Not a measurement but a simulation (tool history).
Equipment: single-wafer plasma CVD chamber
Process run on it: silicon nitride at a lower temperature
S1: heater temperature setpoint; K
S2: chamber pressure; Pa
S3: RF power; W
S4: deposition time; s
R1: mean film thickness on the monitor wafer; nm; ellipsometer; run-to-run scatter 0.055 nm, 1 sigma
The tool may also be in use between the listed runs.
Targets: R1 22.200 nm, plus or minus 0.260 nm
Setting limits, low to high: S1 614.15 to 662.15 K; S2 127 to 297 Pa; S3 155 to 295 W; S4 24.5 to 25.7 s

run	hour	S1	S2	S3	S4	R1
1	0.0	638.15	212	225	25.7	23.392
2	2.1	638.15	212	225	25.7	23.350
3	5.5	638.15	204	225	25.7	23.095
4	13.3	638.15	229	225	25.7	23.993
5	20.6	638.15	217	225	25.7	23.541
6	24.2	638.15	208	225	25.7	23.324
7	29.2	638.15	208	225	25.7	23.202
8	34.1	638.15	201	225	25.7	23.123
9	38.6	638.15	195	225	25.7	22.778

Which single option among these 4 for the next run brings every result within its allowed miss of target? Just one does.
A	43.1	638.15	204	225	25.5	?
B	43.1	645.15	200	225	24.9	?
C	43.1	630.15	196	220	25.7	?
D	43.1	639.15	187	225	24.5	?

move	R1
A	22.985
B	22.256
C	22.586
D	21.551
A: misses by more than the last run did
B: in spec on every target
C: an improvement on the last run, though not all results are within tolerance
D: moves the result that the last run missed by most past its target, out the other side
B meets every target.

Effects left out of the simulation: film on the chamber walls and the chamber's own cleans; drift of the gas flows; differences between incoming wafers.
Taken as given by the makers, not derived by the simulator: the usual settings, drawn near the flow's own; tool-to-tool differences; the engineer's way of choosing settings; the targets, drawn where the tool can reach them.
